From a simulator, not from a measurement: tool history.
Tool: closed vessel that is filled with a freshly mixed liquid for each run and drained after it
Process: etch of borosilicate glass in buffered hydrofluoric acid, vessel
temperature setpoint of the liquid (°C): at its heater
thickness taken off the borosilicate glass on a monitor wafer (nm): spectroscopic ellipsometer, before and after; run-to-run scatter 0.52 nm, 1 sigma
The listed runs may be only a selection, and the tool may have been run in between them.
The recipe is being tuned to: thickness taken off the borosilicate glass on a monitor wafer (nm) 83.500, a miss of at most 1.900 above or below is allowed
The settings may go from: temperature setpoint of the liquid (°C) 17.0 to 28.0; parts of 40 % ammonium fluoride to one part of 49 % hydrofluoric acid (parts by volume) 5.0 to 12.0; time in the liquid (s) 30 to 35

run    day  temperature setpoint of the liquid (°C)  parts of 40 % ammonium fluoride to one part of 49 % hydrofluoric acid (parts by volume)  time in the liquid (s)  thickness taken off the borosilicate glass on a monitor wafer (nm)
  1  0.000                                     20.0                                                                                      7.0                      35                                                              44.394
  2  0.292                                     22.5                                                                                      6.5                      35                                                              55.116
  3  0.517                                     24.5                                                                                      6.5                      35                                                              62.325
  4  0.796                                     24.5                                                                                      5.0                      35                                                              79.228
  5  0.942                                     25.0                                                                                      5.0                      35                                                              80.081
  6  1.050                                     25.0                                                                                      6.5                      35                                                              63.163
  7  1.304                                     26.0                                                                                      6.5                      35                                                              66.538
     1.558  -- hydrofluoric acid flow meter replaced
  8  1.558                                     28.0                                                                                      5.5                      35                                                              92.437
  9  1.758                                     27.5                                                                                      5.5                      35                                                              89.123
 10  1.879                                     27.0                                                                                      5.5                      35                                                              86.960

Next run, 4 choices. One meets every target within its allowed miss, the rest don't. Which?
  A  2.000                                     27.5                                                                                      5.0                      30                                                                   ?
  B  2.000                                     28.0                                                                                      6.5                      35                                                                   ?
  C  2.000                                     26.0                                                                                      5.0                      35                                                                   ?
  D  2.000                                     27.0                                                                                      5.0                      35                                                                   ?

move  thickness taken off the borosilicate glass on a monitor wafer (nm)
   A                                                              84.302
   B                                                              79.940
   C                                                              90.975
   D                                                              95.836
A: each result inside its tolerance
B: takes the result that was furthest off past its target
C: further off than the last run
D: further off than the last run
Answer: A
